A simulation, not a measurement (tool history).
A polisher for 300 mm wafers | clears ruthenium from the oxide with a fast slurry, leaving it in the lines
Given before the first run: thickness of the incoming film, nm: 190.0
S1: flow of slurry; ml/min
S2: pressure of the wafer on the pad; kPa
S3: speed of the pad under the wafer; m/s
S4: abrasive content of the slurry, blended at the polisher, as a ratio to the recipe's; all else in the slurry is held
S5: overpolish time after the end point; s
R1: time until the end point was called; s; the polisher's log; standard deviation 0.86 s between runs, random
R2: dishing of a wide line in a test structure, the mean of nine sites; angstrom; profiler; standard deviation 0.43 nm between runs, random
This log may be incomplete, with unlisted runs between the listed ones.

run    day   S1    S2    S3   S4  S5      R1      R2
  1  0.000  310  15.9  0.84  1.0   9  87.965  175.25
  2  0.362  310  15.2  0.84  1.0   9  91.980  171.14
  3  0.475  340  15.2  0.84  1.0   9  91.527  170.10
  4  0.538  340  18.6  0.84  1.0   9  74.268  215.83
  5  0.871  340  17.9  0.84  1.0   9  76.502  203.88
  6  1.242  340  17.9  0.84  1.0   7  76.709  161.33
  7  1.425  340  17.2  0.84  1.0   8  80.004  173.65

The next listed run, before its measurement:
  8  1.588  330  13.1  0.84  1.0  11   ?   ?

R1: 104.300 s
R2: 191.01 angstrom

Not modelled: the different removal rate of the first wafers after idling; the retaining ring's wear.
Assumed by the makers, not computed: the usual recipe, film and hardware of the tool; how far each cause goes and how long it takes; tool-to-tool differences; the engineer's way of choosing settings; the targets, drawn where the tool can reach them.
